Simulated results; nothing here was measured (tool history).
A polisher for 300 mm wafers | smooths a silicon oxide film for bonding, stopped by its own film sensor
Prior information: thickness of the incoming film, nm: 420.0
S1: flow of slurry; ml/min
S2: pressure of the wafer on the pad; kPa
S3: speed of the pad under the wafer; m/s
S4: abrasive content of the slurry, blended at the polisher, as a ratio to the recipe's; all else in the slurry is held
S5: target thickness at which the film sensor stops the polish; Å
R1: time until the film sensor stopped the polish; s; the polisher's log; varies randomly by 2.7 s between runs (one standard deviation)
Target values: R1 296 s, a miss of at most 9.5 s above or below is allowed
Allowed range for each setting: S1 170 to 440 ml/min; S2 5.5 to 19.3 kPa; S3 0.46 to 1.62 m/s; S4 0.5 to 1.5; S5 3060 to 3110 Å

run    day   S1    S2    S3   S4    S5      R1
  1      0  280  12.4  1.04    1  3110  147.37
  2   0.25  280   9.7  1.04    1  3110  185.84
  3  0.483  280   9.7  1.04  0.9  3110  202.58
  4   0.55  335   9.7  1.04  0.9  3110  200.41
  5  0.696  335   9.7  1.18  0.9  3110  180.36
  6  1.054  335     9  1.14  0.9  3110  201.18
  7    1.3  335   8.3  1.12  0.9  3110  219.47
  8  1.458  335   7.6  1.12  0.9  3110  235.53
  9  1.712  330   5.5  1.06  0.9  3110  335.85

Which one of the following 4 next-run settings gets every result inside its allowed miss? There is exactly one.
  A  1.967  290  6.2   1.2  0.85  3090   ?
  B  1.967  355  6.2  1.16  0.95  3110   ?
  C  1.967  320  6.2  1.16   0.8  3110   ?
  D  1.967  310  6.2  0.96  0.95  3110   ?

move      R1
   A   296.6
   B  268.84
   C  312.56
   D  314.39
A: each result inside its tolerance
B: the result that was furthest off in the last run now lies on the other side of its target
C: better than the last run, though not everything is in spec
D: better than the last run, though not everything is in spec
A meets every target.
